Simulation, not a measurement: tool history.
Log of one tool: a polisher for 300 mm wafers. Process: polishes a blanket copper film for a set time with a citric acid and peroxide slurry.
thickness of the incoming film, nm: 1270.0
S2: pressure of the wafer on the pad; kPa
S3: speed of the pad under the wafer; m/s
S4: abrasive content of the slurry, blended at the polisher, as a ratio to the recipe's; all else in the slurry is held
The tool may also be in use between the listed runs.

run 1 hour=0 | flow_of_slurry_(ml/min)=235 S2=19.3 S3=1.02 S4=1 polishing_time_(s)=21 | film_removed_(Å)=480.03
run 2 hour=5.3 | flow_of_slurry_(ml/min)=235 S2=19.3 S3=1.02 S4=1 polishing_time_(s)=18 | film_removed_(Å)=410.39
run 3 hour=6.4 | flow_of_slurry_(ml/min)=235 S2=21.4 S3=1.02 S4=1 polishing_time_(s)=18 | film_removed_(Å)=454.12
run 4 hour=8.4 | flow_of_slurry_(ml/min)=235 S2=21.4 S3=1.02 S4=1 polishing_time_(s)=18 | film_removed_(Å)=454.47
run 5 hour=14.4 | flow_of_slurry_(ml/min)=235 S2=22.8 S3=1.04 S4=1 polishing_time_(s)=18 | film_removed_(Å)=482.37
run 6 hour=17.8 | flow_of_slurry_(ml/min)=235 S2=24.1 S3=1.08 S4=1 polishing_time_(s)=18 | film_removed_(Å)=536.97

The next listed run, before its measurement:
run 7 hour=25.4 | flow_of_slurry_(ml/min)=235 S2=25.5 S3=1.1 S4=1 polishing_time_(s)=18 | film_removed_(Å)=?

film removed (Å): 574.02

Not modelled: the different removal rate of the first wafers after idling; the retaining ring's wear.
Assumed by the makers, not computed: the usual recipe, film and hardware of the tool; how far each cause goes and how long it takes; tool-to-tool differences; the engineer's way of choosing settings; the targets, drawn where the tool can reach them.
